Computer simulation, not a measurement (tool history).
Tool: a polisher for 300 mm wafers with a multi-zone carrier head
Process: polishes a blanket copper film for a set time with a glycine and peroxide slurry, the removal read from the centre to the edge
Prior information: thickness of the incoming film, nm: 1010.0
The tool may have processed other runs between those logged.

run,hour,flow of slurry (ml/min),pressure of the head's centre zone,pressure of the head's middle zone,pressure of the head's edge zone,polishing time (s),film removed at the wafer's centre (angstrom),film removed at mid-radius (angstrom),film removed at the wafer's edge (angstrom)
1,0,210,1,1,1,75,3047.4,3128.3,3044.7
2,2.8,210,1.01,1,0.97,69,2851,2926.5,2818.1
3,6.6,210,1.03,1,0.95,63,2623.4,2644.7,2547.8
4,12.7,210,1.04,1,0.93,60,2557.8,2559.7,2341.3
5,16.7,205,1.03,0.98,0.91,58,2393.3,2442.7,2281.8
6,23.3,205,1.03,0.98,0.91,69,2913.7,2883.8,2709
7,25.3,205,1.04,0.97,0.9,65,2705.4,2616.9,2559.1
8,34,205,1.04,0.97,0.9,65,2766.2,2687.2,2516.8
9,41.5,205,1.04,0.96,0.89,62,2626.5,2503.5,2371.1
10,46.9,210,1.03,0.96,0.88,60,2458.7,2431.5,2300.9

Predict the results of run 11:
11,47.7,210,1.04,0.96,0.87,58,?,?,?

film removed at the wafer's centre (angstrom): 2418.9
film removed at mid-radius (angstrom): 2350.2
film removed at the wafer's edge (angstrom): 2255
